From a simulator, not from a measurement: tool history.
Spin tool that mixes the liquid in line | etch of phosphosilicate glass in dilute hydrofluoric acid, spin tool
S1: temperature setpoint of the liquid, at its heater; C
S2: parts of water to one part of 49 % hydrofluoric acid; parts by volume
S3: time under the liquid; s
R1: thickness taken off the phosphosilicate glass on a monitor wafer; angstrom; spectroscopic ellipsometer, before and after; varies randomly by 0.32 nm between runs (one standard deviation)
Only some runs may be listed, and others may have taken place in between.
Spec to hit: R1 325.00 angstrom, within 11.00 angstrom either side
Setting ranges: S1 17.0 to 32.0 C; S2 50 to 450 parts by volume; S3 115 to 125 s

run 1 hour=0.0 | S1=24.0 S2=250 S3=115 | R1=540.29
run 2 hour=2.4 | S1=27.5 S2=250 S3=115 | R1=623.39
run 3 hour=4.4 | S1=24.5 S2=270 S3=115 | R1=515.17
run 4 hour=13.1 | S1=24.5 S2=230 S3=115 | R1=625.29
run 5 hour=19.1 | S1=24.5 S2=230 S3=115 | R1=617.91
run 6 hour=20.5 | S1=24.5 S2=230 S3=125 | R1=677.00
run 7 hour=24.0 | S1=20.5 S2=330 S3=125 | R1=372.24
run 8 hour=30.5 | S1=17.0 S2=345 S3=125 | R1=309.80

Pick the move, out of 5, that brings all results within their allowed miss; only one does.
run A hour=37.0 | S1=17.5 S2=340 S3=115 | R1=?
run B hour=37.0 | S1=17.0 S2=325 S3=115 | R1=?
run C hour=37.0 | S1=22.0 S2=355 S3=115 | R1=?
run D hour=37.0 | S1=18.0 S2=370 S3=125 | R1=?
run E hour=37.0 | S1=19.0 S2=350 S3=115 | R1=?

move=A R1=294.28
move=B R1=305.93
move=C R1=326.80
move=D R1=292.14
move=E R1=299.46
A: misses by more than the last run did
B: misses by more than the last run did
C: hits every target within its allowed miss
D: misses by more than the last run did
E: misses by more than the last run did
So the answer is move C, the one that meets all the targets.

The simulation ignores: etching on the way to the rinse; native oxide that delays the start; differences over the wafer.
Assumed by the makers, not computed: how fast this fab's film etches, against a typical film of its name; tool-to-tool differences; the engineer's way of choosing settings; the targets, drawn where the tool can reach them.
